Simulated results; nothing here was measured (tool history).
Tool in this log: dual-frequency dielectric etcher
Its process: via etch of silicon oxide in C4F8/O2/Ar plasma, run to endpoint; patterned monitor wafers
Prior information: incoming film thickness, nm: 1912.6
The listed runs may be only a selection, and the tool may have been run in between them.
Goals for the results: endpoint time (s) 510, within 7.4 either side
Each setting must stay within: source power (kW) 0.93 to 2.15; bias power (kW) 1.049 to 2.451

run    day  source power (kW)  bias power (kW)  endpoint time (s)
  1      0               1.54             1.75             443.68
  2  0.162               1.41             1.75             457.54
  3  0.333               1.64             1.75             438.25
  4  0.688               1.64            1.977             424.94
  5  1.012                1.5            1.898             442.11
  6  1.071                1.5            2.136             430.46
  7  1.133               1.38            2.055             443.76
  8  1.296               1.29            1.973             459.09
  9  1.375               1.22            1.928             470.67
 10  1.525               1.22            1.928             468.09
 11  1.879               1.16            1.889             478.36
 12  2.008               1.12            1.867             486.28
 13  2.125               1.08            1.859             496.84
 14   2.45               1.06            1.856             494.63
 15  2.762               1.04            1.852             499.78
 16  2.962               1.03             1.85             498.27

Which one of the following 5 next-run settings gets every result inside its allowed miss? There is exactly one.
  A  3.162               1.14             1.84                  ?
  B  3.162               1.06            2.156                  ?
  C  3.162               1.01            1.782                  ?
  D  3.162               1.16            1.892                  ?
  E  3.162               1.07            2.182                  ?

move  endpoint time (s)
   A             485.75
   B             478.01
   C             508.49
   D             479.84
   E             475.16
A: its largest miss is bigger than the last run's
B: its largest miss is bigger than the last run's
C: in spec on every target
D: its largest miss is bigger than the last run's
E: its largest miss is bigger than the last run's
C is the move that brings every result within its allowed miss.

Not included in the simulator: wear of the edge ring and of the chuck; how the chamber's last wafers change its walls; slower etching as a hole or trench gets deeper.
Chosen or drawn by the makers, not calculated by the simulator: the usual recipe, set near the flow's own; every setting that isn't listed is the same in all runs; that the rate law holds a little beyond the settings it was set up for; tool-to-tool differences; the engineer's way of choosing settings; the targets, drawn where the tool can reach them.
